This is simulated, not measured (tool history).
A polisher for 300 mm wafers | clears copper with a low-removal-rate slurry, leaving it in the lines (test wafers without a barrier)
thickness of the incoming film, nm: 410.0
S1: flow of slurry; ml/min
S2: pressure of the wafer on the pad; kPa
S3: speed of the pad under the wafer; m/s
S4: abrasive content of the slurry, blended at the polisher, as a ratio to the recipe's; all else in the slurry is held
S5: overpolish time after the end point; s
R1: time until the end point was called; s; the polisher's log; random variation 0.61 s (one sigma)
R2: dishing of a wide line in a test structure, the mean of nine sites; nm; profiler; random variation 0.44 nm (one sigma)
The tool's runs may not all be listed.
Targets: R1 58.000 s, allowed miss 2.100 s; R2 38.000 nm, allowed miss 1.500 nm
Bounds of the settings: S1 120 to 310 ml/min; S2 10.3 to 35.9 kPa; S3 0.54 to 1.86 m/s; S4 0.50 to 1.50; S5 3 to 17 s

Run 1, hour 0.0: S1 200 ml/min, S2 22.8 kPa, S3 1.18 m/s, S4 1.00, S5 9 s. Result: R1 126.190 s, R2 23.082 nm.
Run 2, hour 2.8: S1 200 ml/min, S2 28.3 kPa, S3 1.18 m/s, S4 1.00, S5 9 s. Result: R1 102.660 s, R2 28.836 nm.
Run 3, hour 3.9: S1 210 ml/min, S2 30.3 kPa, S3 1.26 m/s, S4 1.00, S5 8 s. Result: R1 88.808 s, R2 29.329 nm.
Run 4, hour 9.0: S1 240 ml/min, S2 30.3 kPa, S3 1.26 m/s, S4 1.00, S5 8 s. Result: R1 88.680 s, R2 29.837 nm.
Run 5, hour 12.3: S1 240 ml/min, S2 30.3 kPa, S3 1.48 m/s, S4 1.00, S5 8 s. Result: R1 76.608 s, R2 33.810 nm.
Run 6, hour 14.5: S1 240 ml/min, S2 31.7 kPa, S3 1.50 m/s, S4 1.00, S5 8 s. Result: R1 69.521 s, R2 36.165 nm.
Run 7, hour 17.1: S1 240 ml/min, S2 33.1 kPa, S3 1.50 m/s, S4 1.00, S5 8 s. Result: R1 67.296 s, R2 36.451 nm.
Run 8, hour 20.7: S1 240 ml/min, S2 33.8 kPa, S3 1.52 m/s, S4 1.00, S5 8 s. Result: R1 66.255 s, R2 36.904 nm.
Run 9, hour 22.0: S1 245 ml/min, S2 34.5 kPa, S3 1.54 m/s, S4 1.00, S5 8 s. Result: R1 64.239 s, R2 39.561 nm.
Run 10, hour 27.6: S1 245 ml/min, S2 35.2 kPa, S3 1.56 m/s, S4 1.00, S5 8 s. Result: R1 62.024 s, R2 40.753 nm.
Run 11, hour 33.7: S1 245 ml/min, S2 35.2 kPa, S3 1.58 m/s, S4 1.00, S5 8 s. Result: R1 60.353 s, R2 41.109 nm.
Run 12, hour 39.0: S1 245 ml/min, S2 35.2 kPa, S3 1.58 m/s, S4 1.00, S5 8 s. Result: R1 61.709 s, R2 40.680 nm.
Run 13, hour 47.9: S1 245 ml/min, S2 35.2 kPa, S3 1.60 m/s, S4 1.00, S5 8 s. Result: R1 60.879 s, R2 40.614 nm.

4 next moves are on the table. One of them brings every result within its allowed miss. Which?
Run A, hour 56.8: S1 280 ml/min, S2 32.4 kPa, S3 1.86 m/s, S4 1.25, S5 7 s. Result: R1 ?, R2 ?.
Run B, hour 56.8: S1 305 ml/min, S2 35.9 kPa, S3 1.60 m/s, S4 1.00, S5 8 s. Result: R1 ?, R2 ?.
Run C, hour 56.8: S1 250 ml/min, S2 35.2 kPa, S3 1.60 m/s, S4 0.95, S5 8 s. Result: R1 ?, R2 ?.
Run D, hour 56.8: S1 235 ml/min, S2 35.2 kPa, S3 1.66 m/s, S4 1.05, S5 7 s. Result: R1 ?, R2 ?.

move      R1      R2
   A  52.927  40.871
   B  58.002  42.485
   C  60.749  40.816
   D  57.617  38.075
A: further off than the last run
B: further off than the last run
C: further off than the last run
D: meets every target
The right move is D.

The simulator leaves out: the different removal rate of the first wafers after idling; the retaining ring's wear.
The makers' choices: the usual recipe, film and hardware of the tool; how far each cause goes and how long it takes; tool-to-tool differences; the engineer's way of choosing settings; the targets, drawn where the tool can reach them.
